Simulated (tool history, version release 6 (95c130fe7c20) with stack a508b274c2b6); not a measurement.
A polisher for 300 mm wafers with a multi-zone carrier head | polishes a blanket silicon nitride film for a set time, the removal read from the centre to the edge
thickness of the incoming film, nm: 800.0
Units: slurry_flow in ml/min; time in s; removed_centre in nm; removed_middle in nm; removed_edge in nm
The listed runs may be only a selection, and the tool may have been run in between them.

run 1 hour=0.0 | slurry_flow=295 centre_zone=1.00 middle_zone=1.00 edge_zone=1.00 time=83 | removed_centre=193.82 removed_middle=191.95 removed_edge=186.33
run 2 hour=5.9 | slurry_flow=295 centre_zone=0.99 middle_zone=1.00 edge_zone=0.98 time=78 | removed_centre=177.12 removed_middle=180.97 removed_edge=174.19
run 3 hour=13.1 | slurry_flow=295 centre_zone=0.99 middle_zone=1.00 edge_zone=0.96 time=74 | removed_centre=163.48 removed_middle=172.96 removed_edge=164.43
run 4 hour=13.7 | slurry_flow=295 centre_zone=1.00 middle_zone=0.99 edge_zone=0.94 time=71 | removed_centre=161.80 removed_middle=163.23 removed_edge=157.94
run 5 hour=19.2 | slurry_flow=295 centre_zone=1.00 middle_zone=1.00 edge_zone=0.92 time=68 | removed_centre=158.60 removed_middle=156.09 removed_edge=153.47
run 6 hour=20.5 | slurry_flow=295 centre_zone=1.00 middle_zone=1.00 edge_zone=0.98 time=68 | removed_centre=157.43 removed_middle=159.25 removed_edge=155.02

Run 7 has not been measured yet. What should we expect?
run 7 hour=25.5 | slurry_flow=295 centre_zone=1.00 middle_zone=1.01 edge_zone=0.96 time=65 | removed_centre=? removed_middle=? removed_edge=?

removed_centre: 152.18 nm
removed_middle: 152.91 nm
removed_edge: 146.88 nm
